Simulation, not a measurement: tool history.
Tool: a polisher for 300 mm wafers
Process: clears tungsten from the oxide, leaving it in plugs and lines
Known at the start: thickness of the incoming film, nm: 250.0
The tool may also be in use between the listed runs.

| run | day | flow of slurry (ml/min) | pressure of the wafer on the pad (kPa) | speed of the pad under the wafer (m/s) | abrasive content of the slurry | overpolish time after the end point (s) | time until the end point was called (s) |
|---|---|---|---|---|---|---|---|
| 1 | 0 | 145 | 18.6 | 1.02 | 1 | 37 | 69.321 |
| 2 | 0.267 | 145 | 18.6 | 1.02 | 1 | 37 | 69.9 |
| 3 | 0.383 | 145 | 20 | 1.02 | 1 | 37 | 68.108 |
| 4 | 0.704 | 145 | 21.4 | 1.04 | 1 | 37 | 60.903 |
| 5 | 0.833 | 145 | 21.4 | 1.04 | 1 | 37 | 60.977 |
| 6 | 1.1 | 145 | 22.1 | 1.04 | 1 | 37 | 61.108 |
| 7 | 1.35 | 145 | 23.4 | 1.04 | 1 | 37 | 58.913 |
| 8 | 1.442 | 145 | 24.1 | 1.04 | 1 | 37 | 56.205 |

Run 9 comes next. What will it give?
| 9 | 1.525 | 145 | 24.8 | 1.04 | 1 | 37 | ? |

{"run 9": {"time until the end point was called (s)": 54.883}}

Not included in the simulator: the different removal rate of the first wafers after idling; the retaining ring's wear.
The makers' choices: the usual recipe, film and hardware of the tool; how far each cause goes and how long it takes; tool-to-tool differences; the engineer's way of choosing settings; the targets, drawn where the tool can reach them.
